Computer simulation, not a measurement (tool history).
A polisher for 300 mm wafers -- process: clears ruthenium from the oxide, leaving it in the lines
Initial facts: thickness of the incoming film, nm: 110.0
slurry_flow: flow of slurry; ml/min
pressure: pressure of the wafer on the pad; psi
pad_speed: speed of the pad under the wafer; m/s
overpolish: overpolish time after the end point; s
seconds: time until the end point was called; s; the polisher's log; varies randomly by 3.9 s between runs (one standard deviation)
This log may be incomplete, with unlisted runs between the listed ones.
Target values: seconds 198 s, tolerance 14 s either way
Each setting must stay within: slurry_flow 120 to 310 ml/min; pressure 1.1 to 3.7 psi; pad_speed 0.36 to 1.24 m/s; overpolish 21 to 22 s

run 1 hour=0 | slurry_flow=200 pressure=2.4 pad_speed=0.8 overpolish=21 | seconds=145.01
run 2 hour=5.9 | slurry_flow=200 pressure=2.7 pad_speed=0.8 overpolish=21 | seconds=126.12
run 3 hour=11.1 | slurry_flow=200 pressure=2.7 pad_speed=0.8 overpolish=21 | seconds=128.25
run 4 hour=12.3 | slurry_flow=200 pressure=2.5 pad_speed=0.78 overpolish=21 | seconds=142.33
run 5 hour=21.1 | slurry_flow=200 pressure=2.3 pad_speed=0.76 overpolish=21 | seconds=149.83
run 6 hour=26.4 | slurry_flow=200 pressure=2.8 pad_speed=0.76 overpolish=21 | seconds=128.65
run 7 hour=28.1 | slurry_flow=200 pressure=2.6 pad_speed=0.74 overpolish=21 | seconds=146.38
run 8 hour=34.7 | slurry_flow=200 pressure=2.4 pad_speed=0.72 overpolish=21 | seconds=151.88
run 9 hour=43.2 | slurry_flow=200 pressure=2.2 pad_speed=0.7 overpolish=21 | seconds=172

Consider the 4 candidate settings below. Which is the only one whose results all fall within their allowed miss of target?
run A hour=51.7 | slurry_flow=165 pressure=2.6 pad_speed=0.82 overpolish=21 | seconds=?
run B hour=51.7 | slurry_flow=160 pressure=1.4 pad_speed=0.8 overpolish=21 | seconds=?
run C hour=51.7 | slurry_flow=135 pressure=2.3 pad_speed=0.5 overpolish=21 | seconds=?
run D hour=51.7 | slurry_flow=190 pressure=1.6 pad_speed=0.82 overpolish=22 | seconds=?

move=A seconds=132.72
move=B seconds=234.16
move=C seconds=246.31
move=D seconds=199.39
A: moves away from the targets compared with the last run
B: the result that was furthest off in the last run now lies on the other side of its target
C: the result that was furthest off in the last run now lies on the other side of its target
D: each result inside its tolerance
Answer: D
